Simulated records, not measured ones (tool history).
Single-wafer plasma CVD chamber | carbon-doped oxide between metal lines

run  hour  heater temperature setpoint (K)  chamber pressure (Pa)  RF power (W)  deposition time (s)  mean film thickness on the monitor wafer (Å)
  1     0                           638.15                    477           465                  8.9                                        408.85
  2   3.1                           639.15                    461           450                  8.9                                        396.83
  3   5.3                           640.15                    443           440                  8.9                                        386.81
  4     9                           640.15                    443           440                  8.9                                        387.32
  5  10.4                           640.15                    443           440                  8.9                                        386.87
  6  14.2                           630.15                    443           440                  8.9                                        399.35
  7  22.6                           633.15                    421           435                  8.9                                        389.09
  8  30.7                           635.15                    401           430                  8.9                                        382.88
  9  35.6                           637.15                    387           425                  8.9                                        376.27
 10  44.5                           639.15                    375           420                  8.9                                        370.54
 11  47.4                           640.15                    365           420                  8.9                                         368.9
 12  54.3                           641.15                    357           420                  8.9                                        367.95
 13    56                           642.15                    349           415                  8.9                                        363.89
 14  59.1                           642.15                    349           415                  8.9                                        364.33

Expected results for the next run?
 15  64.9                           643.15                    344           415                  8.9                                             ?

For run 15 the tool returned mean film thickness on the monitor wafer (Å) 362.16.
